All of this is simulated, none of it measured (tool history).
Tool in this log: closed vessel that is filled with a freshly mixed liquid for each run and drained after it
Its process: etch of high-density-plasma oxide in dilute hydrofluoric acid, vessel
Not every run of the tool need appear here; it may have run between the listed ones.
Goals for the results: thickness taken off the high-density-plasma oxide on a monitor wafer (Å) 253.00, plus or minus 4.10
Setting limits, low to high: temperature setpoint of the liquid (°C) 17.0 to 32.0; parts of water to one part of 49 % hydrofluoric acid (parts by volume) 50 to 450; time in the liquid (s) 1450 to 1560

run	hour	temperature setpoint of the liquid (°C)	parts of water to one part of 49 % hydrofluoric acid (parts by volume)	time in the liquid (s)	thickness taken off the high-density-plasma oxide on a monitor wafer (Å)
1	0.0	24.0	250	1450	536.62
2	6.0	24.0	210	1450	665.26
3	8.2	22.5	210	1450	629.42
4	9.1	21.0	250	1450	475.60
5	11.1	21.0	250	1450	479.99
6	18.0	21.0	180	1450	713.62
7	22.2	17.0	280	1450	355.72
8	27.0	17.0	300	1450	328.49
9	33.7	17.0	315	1450	308.94
10	38.9	17.0	315	1450	309.25
11	45.1	17.0	325	1450	298.08
12	49.9	17.0	335	1450	286.15
13	52.9	17.0	345	1450	275.82
14	54.5	17.0	350	1450	271.09
15	60.1	17.0	355	1450	263.65
16	63.5	17.0	360	1450	261.35

Next run, 5 choices. One meets every target within its allowed miss, the rest don't. Which?
A	66.9	17.5	355	1460	?
B	66.9	17.0	350	1470	?
C	66.9	19.0	375	1465	?
D	66.9	17.5	355	1480	?
E	66.9	17.5	385	1500	?

move	thickness taken off the high-density-plasma oxide on a monitor wafer (Å)
A	273.49
B	275.31
C	269.81
D	277.24
E	252.94
A: lands further from the targets than the last run did
B: lands further from the targets than the last run did
C: lands further from the targets than the last run did
D: lands further from the targets than the last run did
E: meets every target
Correct choice: E, which meets every target

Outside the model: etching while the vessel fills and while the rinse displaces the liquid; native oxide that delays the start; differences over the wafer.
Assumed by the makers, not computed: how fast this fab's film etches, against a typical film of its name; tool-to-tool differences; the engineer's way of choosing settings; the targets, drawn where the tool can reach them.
